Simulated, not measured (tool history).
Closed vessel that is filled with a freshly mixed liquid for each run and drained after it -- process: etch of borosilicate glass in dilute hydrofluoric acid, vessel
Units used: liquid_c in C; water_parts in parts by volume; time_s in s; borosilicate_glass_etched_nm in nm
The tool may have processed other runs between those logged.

run	hour	liquid_c	water_parts	time_s	borosilicate_glass_etched_nm
1	0.0	23.0	65	135	57.123
2	6.4	25.0	65	135	62.505
3	13.5	25.0	50	135	81.117
4	17.6	23.0	50	135	76.596
5	20.0	23.0	70	135	52.227
6	25.7	23.0	70	145	56.001
7	30.7	27.0	45	145	106.370
8	39.4	27.5	45	145	108.860
9	47.9	27.5	45	145	108.480
10	49.6	31.0	40	145	143.680

Run 11 has not been measured yet. What should we expect?
11	52.2	30.5	40	145	?

borosilicate_glass_etched_nm: 138.030 nm

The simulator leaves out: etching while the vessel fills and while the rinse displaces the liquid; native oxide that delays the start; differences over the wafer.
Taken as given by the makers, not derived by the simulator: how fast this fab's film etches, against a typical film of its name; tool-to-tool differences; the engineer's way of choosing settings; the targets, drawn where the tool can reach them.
